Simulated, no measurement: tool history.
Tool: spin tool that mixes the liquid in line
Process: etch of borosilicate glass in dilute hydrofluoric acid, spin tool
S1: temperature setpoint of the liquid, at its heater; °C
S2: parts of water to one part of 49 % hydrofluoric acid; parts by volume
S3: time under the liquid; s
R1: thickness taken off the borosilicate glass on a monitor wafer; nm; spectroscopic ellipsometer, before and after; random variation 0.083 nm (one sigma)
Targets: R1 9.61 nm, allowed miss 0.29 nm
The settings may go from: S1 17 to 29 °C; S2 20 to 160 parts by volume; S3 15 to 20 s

Run 1, hour 0: S1 21 °C, S2 90 parts by volume, S3 20 s. Result: R1 4.2837 nm.
Run 2, hour 2.5: S1 22.5 °C, S2 85 parts by volume, S3 20 s. Result: R1 4.9133 nm.
Run 3, hour 7.1: S1 23.5 °C, S2 80 parts by volume, S3 20 s. Result: R1 5.4162 nm.
Run 4, hour 9.2: S1 21.5 °C, S2 80 parts by volume, S3 20 s. Result: R1 4.8965 nm.
Run 5, hour 11.2: S1 21.5 °C, S2 80 parts by volume, S3 15 s. Result: R1 3.6795 nm.
At hour 13.6: thermometer replaced.
Run 6, hour 13.6: S1 21.5 °C, S2 50 parts by volume, S3 15 s. Result: R1 6.8714 nm.
Run 7, hour 19.7: S1 22.5 °C, S2 50 parts by volume, S3 15 s. Result: R1 6.9889 nm.
Run 8, hour 22.9: S1 23.5 °C, S2 50 parts by volume, S3 15 s. Result: R1 7.3186 nm.
Run 9, hour 24.5: S1 24.5 °C, S2 50 parts by volume, S3 15 s. Result: R1 7.6081 nm.
Run 10, hour 25.7: S1 25 °C, S2 50 parts by volume, S3 15 s. Result: R1 7.9179 nm.
Run 11, hour 31: S1 25.5 °C, S2 50 parts by volume, S3 15 s. Result: R1 8.0281 nm.
Run 12, hour 34: S1 26 °C, S2 50 parts by volume, S3 15 s. Result: R1 8.0673 nm.
Run 13, hour 38: S1 26.5 °C, S2 50 parts by volume, S3 15 s. Result: R1 8.3416 nm.
Run 14, hour 42.2: S1 27 °C, S2 50 parts by volume, S3 15 s. Result: R1 8.372 nm.
Run 15, hour 43.3: S1 27.5 °C, S2 50 parts by volume, S3 15 s. Result: R1 8.6455 nm.
Run 16, hour 47: S1 28.5 °C, S2 50 parts by volume, S3 15 s. Result: R1 8.9667 nm.
Run 17, hour 49.9: S1 29 °C, S2 50 parts by volume, S3 15 s. Result: R1 9.2198 nm.
Run 18, hour 55.7: S1 29 °C, S2 45 parts by volume, S3 15 s. Result: R1 10.256 nm.
Run 19, hour 62.8: S1 28.5 °C, S2 45 parts by volume, S3 15 s. Result: R1 10.177 nm.

5 next moves are on the table. One of them brings every result within its allowed miss. Which?
Run A, hour 69.9: S1 28 °C, S2 55 parts by volume, S3 20 s. Result: R1 ?.
Run B, hour 69.9: S1 29 °C, S2 55 parts by volume, S3 20 s. Result: R1 ?.
Run C, hour 69.9: S1 29 °C, S2 45 parts by volume, S3 15 s. Result: R1 ?.
Run D, hour 69.9: S1 25.5 °C, S2 45 parts by volume, S3 15 s. Result: R1 ?.
Run E, hour 69.9: S1 27 °C, S2 45 parts by volume, S3 15 s. Result: R1 ?.

move      R1
   A  10.588
   B  11.015
   C  10.249
   D  8.9015
   E  9.4605
A: further off than the last run
B: further off than the last run
C: further off than the last run
D: takes the result that was furthest off past its target
E: meets every target
Move E is the one to make.

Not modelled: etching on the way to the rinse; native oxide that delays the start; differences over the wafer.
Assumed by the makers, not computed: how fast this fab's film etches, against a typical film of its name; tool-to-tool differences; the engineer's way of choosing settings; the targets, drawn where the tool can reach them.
